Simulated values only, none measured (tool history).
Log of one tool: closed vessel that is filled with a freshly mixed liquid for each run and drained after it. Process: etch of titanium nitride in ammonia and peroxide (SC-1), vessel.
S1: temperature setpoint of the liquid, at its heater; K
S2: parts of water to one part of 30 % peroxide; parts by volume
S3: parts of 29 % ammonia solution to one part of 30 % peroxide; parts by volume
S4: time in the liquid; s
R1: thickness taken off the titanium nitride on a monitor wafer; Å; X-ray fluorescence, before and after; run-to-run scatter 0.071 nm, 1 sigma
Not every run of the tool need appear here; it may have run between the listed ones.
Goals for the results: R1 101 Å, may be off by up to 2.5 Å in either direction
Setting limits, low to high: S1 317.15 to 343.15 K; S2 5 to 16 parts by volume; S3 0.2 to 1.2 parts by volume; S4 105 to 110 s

run,day,S1,S2,S3,S4,R1
1,0,333.15,9,0.9,105,200.36
2,0.312,329.65,9,0.9,105,157.62
3,0.438,329.65,9,0.9,110,167.57
4,0.708,333.15,9,0.9,110,208.23
5,0.912,329.15,9,0.9,110,157.8
6,1.221,331.65,9,0.9,110,189.84
7,1.533,328.65,9,0.9,110,155.47
8,1.842,328.65,9,0.9,110,154.9
9,1.879,326.65,9,0.9,110,136.04
10,2.05,325.15,9,0.9,110,121.02
11,2.079,324.15,9,0.9,110,113.14
12,2.329,323.65,9,0.9,110,109.93
13,2.525,323.15,9,0.9,110,106.29

4 candidate next runs follow, results not yet known. Just one meets every target within its allowed miss. Identify it.
A,2.721,321.65,7.5,1,105,?
B,2.721,321.65,6,1,105,?
C,2.721,323.15,8.5,0.75,110,?
D,2.721,323.15,8,0.9,110,?

move,R1
A,101.84
B,112.9
C,106.89
D,113.19
A: hits every target within its allowed miss
B: lands further from the targets than the last run did
C: lands further from the targets than the last run did
D: lands further from the targets than the last run did
A is the move that brings every result within its allowed miss.

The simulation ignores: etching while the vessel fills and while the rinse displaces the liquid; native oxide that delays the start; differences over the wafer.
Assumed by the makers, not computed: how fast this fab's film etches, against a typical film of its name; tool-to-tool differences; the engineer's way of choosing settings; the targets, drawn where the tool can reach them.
